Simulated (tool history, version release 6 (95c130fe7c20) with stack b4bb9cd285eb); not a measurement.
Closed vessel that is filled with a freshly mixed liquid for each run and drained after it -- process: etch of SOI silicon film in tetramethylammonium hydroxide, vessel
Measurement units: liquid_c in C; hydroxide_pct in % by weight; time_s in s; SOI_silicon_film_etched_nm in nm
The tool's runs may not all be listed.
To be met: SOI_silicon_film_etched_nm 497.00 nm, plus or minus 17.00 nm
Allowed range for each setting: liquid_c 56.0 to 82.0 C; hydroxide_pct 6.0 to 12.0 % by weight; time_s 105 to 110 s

run  hour  liquid_c  hydroxide_pct  time_s  SOI_silicon_film_etched_nm
  1   0.0      69.0            8.0     105                      768.07
  2   6.2      69.0            8.5     105                      752.78
  3  13.8      69.0            8.5     105                      751.66
  4  16.7      69.0            6.5     105                      825.27
  5  22.7      69.0            6.5     105                      824.86
  6  25.4      69.0            6.5     105                      825.60
  7  30.0      67.0            6.5     105                      726.88
  8  32.6      65.5            6.5     105                      671.36
  9  36.2      64.0            6.5     105                      613.18
 10  40.1      63.0            6.5     105                      572.35

Which of these 4 next moves meets every target?
  A  44.0      65.5            6.0     105                           ?
  B  44.0      59.5            6.5     105                           ?
  C  44.0      62.0            6.5     110                           ?
  D  44.0      59.5            6.0     110                           ?

move  SOI_silicon_film_etched_nm
   A                      673.43
   B                      457.50
   C                      559.77
   D                      488.09
A: moves away from the targets compared with the last run
B: carries the result that was furthest off beyond its target, to the other side
C: an improvement on the last run, though not all results are within tolerance
D: all results in spec
Move D is the one to make.

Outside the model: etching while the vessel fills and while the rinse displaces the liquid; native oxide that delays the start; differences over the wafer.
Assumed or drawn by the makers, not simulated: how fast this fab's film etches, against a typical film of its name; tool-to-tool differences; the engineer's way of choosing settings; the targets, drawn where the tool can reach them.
